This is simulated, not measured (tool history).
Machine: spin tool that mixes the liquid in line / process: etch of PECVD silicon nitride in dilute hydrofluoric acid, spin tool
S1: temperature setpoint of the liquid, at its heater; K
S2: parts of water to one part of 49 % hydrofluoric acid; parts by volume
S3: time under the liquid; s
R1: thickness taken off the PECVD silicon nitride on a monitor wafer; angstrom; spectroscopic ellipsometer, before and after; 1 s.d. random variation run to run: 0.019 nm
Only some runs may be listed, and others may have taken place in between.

{"run": 1, "hour": 0.0, "S1": 299.15, "S2": 45, "S3": 100, "R1": 41.114}
{"run": 2, "hour": 1.4, "S1": 299.65, "S2": 45, "S3": 100, "R1": 42.69}
{"run": 3, "hour": 7.6, "S1": 300.15, "S2": 45, "S3": 100, "R1": 43.89}
{"run": 4, "hour": 12.2, "S1": 300.15, "S2": 45, "S3": 75, "R1": 32.834}
{"run": 5, "hour": 15.6, "S1": 300.15, "S2": 45, "S3": 100, "R1": 44.128}
{"run": 6, "hour": 17.6, "S1": 300.65, "S2": 45, "S3": 100, "R1": 45.241}
{"run": 7, "hour": 24.6, "S1": 301.15, "S2": 45, "S3": 100, "R1": 47.018}
{"run": 8, "hour": 28.8, "S1": 301.65, "S2": 45, "S3": 100, "R1": 48.486}

Expected results for the next run?
{"run": 9, "hour": 32.6, "S1": 302.15, "S2": 45, "S3": 100, "R1": "?"}

Logged for run 9: R1 50.052 angstrom.
